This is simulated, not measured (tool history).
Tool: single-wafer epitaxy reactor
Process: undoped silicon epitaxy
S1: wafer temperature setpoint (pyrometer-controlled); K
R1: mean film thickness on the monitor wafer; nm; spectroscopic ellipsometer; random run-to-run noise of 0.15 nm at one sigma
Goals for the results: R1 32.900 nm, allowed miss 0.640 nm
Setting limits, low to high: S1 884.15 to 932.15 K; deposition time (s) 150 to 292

{"run": 1, "hour": 0.0, "S1": 908.15, "deposition time (s)": 221, "R1": 27.61}
{"run": 2, "hour": 4.0, "S1": 910.15, "deposition time (s)": 221, "R1": 28.811}
{"run": 3, "hour": 9.7, "S1": 905.15, "deposition time (s)": 221, "R1": 25.341}
{"run": 4, "hour": 13.7, "S1": 910.15, "deposition time (s)": 221, "R1": 28.744}
{"run": 5, "hour": 16.3, "S1": 910.15, "deposition time (s)": 192, "R1": 25.123}
{"run": 6, "hour": 18.0, "S1": 913.15, "deposition time (s)": 192, "R1": 27.181}
{"run": 7, "hour": 24.7, "S1": 915.15, "deposition time (s)": 192, "R1": 28.406}
{"run": 8, "hour": 27.8, "S1": 917.15, "deposition time (s)": 192, "R1": 29.963}

Which of these 4 next moves meets every target?
{"run": "A", "hour": 30.9, "S1": 912.15, "deposition time (s)": 221, "R1": "?"}
{"run": "B", "hour": 30.9, "S1": 916.15, "deposition time (s)": 186, "R1": "?"}
{"run": "C", "hour": 30.9, "S1": 913.15, "deposition time (s)": 199, "R1": "?"}
{"run": "D", "hour": 30.9, "S1": 922.15, "deposition time (s)": 185, "R1": "?"}

move=A R1=30.193
move=B R1=28.116
move=C R1=27.886
move=D R1=32.485
A: an improvement on the last run, though not all results are within tolerance
B: the biggest miss grows against the last run
C: the biggest miss grows against the last run
D: every result lands within tolerance
The right move is D.

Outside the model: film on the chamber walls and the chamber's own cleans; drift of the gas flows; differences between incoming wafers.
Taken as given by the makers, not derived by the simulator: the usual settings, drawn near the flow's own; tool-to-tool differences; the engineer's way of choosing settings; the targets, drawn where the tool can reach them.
